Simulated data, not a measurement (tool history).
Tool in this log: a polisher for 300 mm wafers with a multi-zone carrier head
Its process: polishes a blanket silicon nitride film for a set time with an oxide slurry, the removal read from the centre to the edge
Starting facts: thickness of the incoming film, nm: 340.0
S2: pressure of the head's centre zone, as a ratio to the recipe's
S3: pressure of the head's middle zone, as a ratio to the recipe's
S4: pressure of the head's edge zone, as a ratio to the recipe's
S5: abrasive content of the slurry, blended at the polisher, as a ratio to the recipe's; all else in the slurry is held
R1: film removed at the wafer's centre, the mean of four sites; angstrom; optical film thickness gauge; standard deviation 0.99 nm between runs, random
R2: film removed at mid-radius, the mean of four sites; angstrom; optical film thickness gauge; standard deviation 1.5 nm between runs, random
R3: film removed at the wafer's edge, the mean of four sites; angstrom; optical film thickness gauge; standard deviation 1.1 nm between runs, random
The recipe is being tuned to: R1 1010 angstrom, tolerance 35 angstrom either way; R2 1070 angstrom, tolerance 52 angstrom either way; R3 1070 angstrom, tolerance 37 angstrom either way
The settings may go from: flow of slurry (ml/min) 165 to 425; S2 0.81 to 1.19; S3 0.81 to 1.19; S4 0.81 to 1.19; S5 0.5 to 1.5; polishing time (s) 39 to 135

{"run": 1, "day": 0.0, "flow of slurry (ml/min)": 275, "S2": 1, "S3": 1, "S4": 1, "S5": 1, "polishing time (s)": 87, "R1": 731.71, "R2": 737.45, "R3": 730.61}
{"run": 2, "day": 0.275, "flow of slurry (ml/min)": 275, "S2": 1, "S3": 1.01, "S4": 1.02, "S5": 1.1, "polishing time (s)": 88, "R1": 757.48, "R2": 775.66, "R3": 758.36}
{"run": 3, "day": 0.571, "flow of slurry (ml/min)": 230, "S2": 1, "S3": 1.01, "S4": 1.02, "S5": 1.1, "polishing time (s)": 88, "R1": 753.66, "R2": 773.01, "R3": 774}
{"run": 4, "day": 0.796, "flow of slurry (ml/min)": 280, "S2": 1, "S3": 1.01, "S4": 1.02, "S5": 1.1, "polishing time (s)": 88, "R1": 762.62, "R2": 744.53, "R3": 775.07}
{"run": 5, "day": 1.108, "flow of slurry (ml/min)": 270, "S2": 1, "S3": 1.03, "S4": 1.02, "S5": 1.15, "polishing time (s)": 90, "R1": 788.13, "R2": 809.57, "R3": 779.46}
{"day": 1.442, "done": "slurry nozzle cleaned"}
{"run": 6, "day": 1.442, "flow of slurry (ml/min)": 210, "S2": 1, "S3": 1.03, "S4": 1.02, "S5": 1.15, "polishing time (s)": 90, "R1": 790.8, "R2": 823.34, "R3": 812.85}
{"run": 7, "day": 1.742, "flow of slurry (ml/min)": 170, "S2": 1.04, "S3": 1.09, "S4": 1.12, "S5": 1.4, "polishing time (s)": 95, "R1": 897.38, "R2": 945.8, "R3": 927.58}
{"run": 8, "day": 1.854, "flow of slurry (ml/min)": 170, "S2": 1.04, "S3": 1.09, "S4": 1.12, "S5": 1.4, "polishing time (s)": 96, "R1": 900.29, "R2": 952.34, "R3": 936.42}
{"run": 9, "day": 2.1, "flow of slurry (ml/min)": 170, "S2": 1.04, "S3": 1.09, "S4": 1.12, "S5": 1.4, "polishing time (s)": 97, "R1": 908.47, "R2": 972.15, "R3": 943.69}
{"run": 10, "day": 2.162, "flow of slurry (ml/min)": 170, "S2": 1.04, "S3": 1.09, "S4": 1.12, "S5": 1.4, "polishing time (s)": 98, "R1": 930.58, "R2": 969.96, "R3": 937.24}

4 candidate next runs follow, results not yet known. Just one meets every target within its allowed miss. Identify it.
{"run": "A", "day": 2.225, "flow of slurry (ml/min)": 220, "S2": 1.06, "S3": 1.14, "S4": 1.19, "S5": 1.25, "polishing time (s)": 107, "R1": "?", "R2": "?", "R3": "?"}
{"run": "B", "day": 2.225, "flow of slurry (ml/min)": 170, "S2": 0.96, "S3": 1.1, "S4": 1.18, "S5": 1.4, "polishing time (s)": 108, "R1": "?", "R2": "?", "R3": "?"}
{"run": "C", "day": 2.225, "flow of slurry (ml/min)": 200, "S2": 0.94, "S3": 1.19, "S4": 0.97, "S5": 1.25, "polishing time (s)": 110, "R1": "?", "R2": "?", "R3": "?"}
{"run": "D", "day": 2.225, "flow of slurry (ml/min)": 165, "S2": 0.97, "S3": 1.12, "S4": 1.19, "S5": 1.5, "polishing time (s)": 104, "R1": "?", "R2": "?", "R3": "?"}

move=A R1=1028.5 R2=1071.3 R3=1061.4
move=B R1=946.68 R2=1061 R3=1083.9
move=C R1=929.28 R2=1134.4 R3=978.9
move=D R1=936.16 R2=1054.2 R3=1066
A: hits every target within its allowed miss
B: brings the result that was furthest off to its target, and leaves another outside
C: gains on the last run, yet a result remains outside its allowed miss
D: brings the result that was furthest off to its target, and leaves another outside
A is the move that brings every result within its allowed miss.
